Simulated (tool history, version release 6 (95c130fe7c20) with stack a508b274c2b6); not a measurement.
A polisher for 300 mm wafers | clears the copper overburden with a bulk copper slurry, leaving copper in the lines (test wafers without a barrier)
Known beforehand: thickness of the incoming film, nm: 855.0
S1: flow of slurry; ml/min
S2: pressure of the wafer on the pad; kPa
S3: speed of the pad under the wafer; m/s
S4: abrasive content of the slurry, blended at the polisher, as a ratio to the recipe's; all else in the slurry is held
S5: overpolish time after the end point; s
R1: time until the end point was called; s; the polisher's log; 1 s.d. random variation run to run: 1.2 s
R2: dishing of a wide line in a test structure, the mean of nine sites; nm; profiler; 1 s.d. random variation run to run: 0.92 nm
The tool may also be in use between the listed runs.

run  hour   S1    S2    S3    S4  S5      R1      R2
  1     0  305  15.2  1.02     1  19  121.53  69.754
  2   4.5  305  12.4  1.02     1  19  143.75  58.971
  3   9.1  305  12.4  1.02  0.85  19  148.09  59.142
  4    16  305  12.4  0.88  0.85  19  167.38  51.741
  5  22.4  340  14.5  0.86     1  16     150  54.029
  6  27.3  310  13.8  1.02   1.1  14  126.85  52.598
  7  34.9  285  13.1  1.14   1.2  12  115.49  48.834
  8  37.3  265  13.1  1.24  1.25  11  107.71  49.454
  9  43.1  270  13.1  1.32   1.3  10  100.36  45.952

What will run 10 give?
 10  49.7  280  13.8  1.36  1.35   9   ?   ?

R1: 93.312 s
R2: 48.26 nm

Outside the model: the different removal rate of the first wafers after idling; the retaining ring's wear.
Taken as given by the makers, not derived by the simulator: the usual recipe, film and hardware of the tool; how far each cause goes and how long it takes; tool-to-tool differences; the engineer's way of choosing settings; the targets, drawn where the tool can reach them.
